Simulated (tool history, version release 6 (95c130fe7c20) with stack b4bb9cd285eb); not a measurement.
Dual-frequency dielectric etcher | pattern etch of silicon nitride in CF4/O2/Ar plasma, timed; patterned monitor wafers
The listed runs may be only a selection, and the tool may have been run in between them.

run    day  source power (kW)  bias power (kW)  Ar flow (sccm)  CF4 flow (sccm)  etch time (s)  mean etch depth across the wafer (nm)
  1      0               0.52            0.037             120              102           10.5                                 20.206
  2  0.025               0.45            0.037             120              102           10.5                                  17.34
  3  0.138               0.45            0.037             107              102           10.5                                 17.825
  4  0.246               0.47            0.037             107              102           10.5                                 18.532
  5  0.317               0.47            0.037              98              102           10.5                                 18.842
  6  0.404               0.49            0.037              98              102           10.5                                 19.574
  7  0.688               0.51            0.037              98              102           10.5                                 20.575

The next listed run, before its measurement:
  8  0.812               0.52            0.037              98              102           10.5                                      ?

Run 8 came out at mean etch depth across the wafer (nm) 20.462.

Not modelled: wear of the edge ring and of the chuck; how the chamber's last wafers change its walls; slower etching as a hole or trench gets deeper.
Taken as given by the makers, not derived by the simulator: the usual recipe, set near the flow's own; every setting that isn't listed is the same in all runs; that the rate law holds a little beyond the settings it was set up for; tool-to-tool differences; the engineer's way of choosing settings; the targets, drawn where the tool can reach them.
